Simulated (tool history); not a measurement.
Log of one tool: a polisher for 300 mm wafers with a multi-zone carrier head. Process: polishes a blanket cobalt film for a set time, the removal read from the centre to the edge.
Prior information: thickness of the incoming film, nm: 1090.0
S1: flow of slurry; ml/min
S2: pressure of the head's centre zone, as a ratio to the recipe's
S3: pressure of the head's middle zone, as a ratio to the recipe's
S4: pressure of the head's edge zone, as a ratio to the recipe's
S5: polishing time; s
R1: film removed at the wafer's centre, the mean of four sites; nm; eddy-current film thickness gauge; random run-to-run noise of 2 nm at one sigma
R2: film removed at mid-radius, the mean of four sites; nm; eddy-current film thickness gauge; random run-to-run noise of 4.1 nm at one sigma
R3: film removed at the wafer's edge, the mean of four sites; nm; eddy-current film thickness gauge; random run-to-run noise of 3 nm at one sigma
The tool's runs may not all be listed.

run	day	S1	S2	S3	S4	S5	R1	R2	R3
1	0	135	1	1	1	67	464.07	477.45	471.07
2	0.104	135	1	1.08	1	67	464.14	490.38	460.87
3	0.433	130	0.99	1.08	0.99	64	431.42	473.16	429.09
4	0.804	130	0.99	1.08	0.99	72	496.12	515.55	489.92
5	0.862	125	0.99	1.06	0.98	68	462.31	487.55	453.58
6	1.171	125	0.99	1.06	0.98	61	406.79	438.36	407.94
7	1.204	120	0.99	1.05	0.97	59	393.18	417.7	387.84
8	1.371	115	0.98	1.04	0.96	57	374.05	396.58	371.48
9	1.588	110	0.97	1.04	0.95	55	345.22	370.56	360.84
10	1.642	110	0.97	1.05	0.94	53	340.42	359.37	335.91
11	1.983	110	0.96	1.05	0.93	52	326.18	350.9	323.52
12	2.262	110	0.95	1.05	0.92	52	321.18	354.27	331.49
13	2.354	110	0.95	1.05	0.91	51	314.22	350.45	321.54
14	2.692	105	0.95	1.05	0.9	50	307.96	334.97	318.12
15	3.029	105	0.95	1.05	0.9	49	300.68	329.7	303.18
16	3.067	105	0.94	1.05	0.89	49	295.4	331.71	299.99
17	3.338	105	0.94	1.05	0.88	49	298.47	334.77	303.72
18	3.379	105	0.94	1.05	0.88	48	287.71	328.81	296
19	3.633	105	0.94	1.05	0.88	48	292.51	327.35	293.24
20	3.688	95	0.88	1	0.83	40	218.32	257.83	233.09

For run 21, what comes out?
21	3.733	100	0.88	1	0.84	40	?	?	?

For run 21 the tool returned R1 221.39 nm, R2 257.83 nm, R3 237.67 nm.
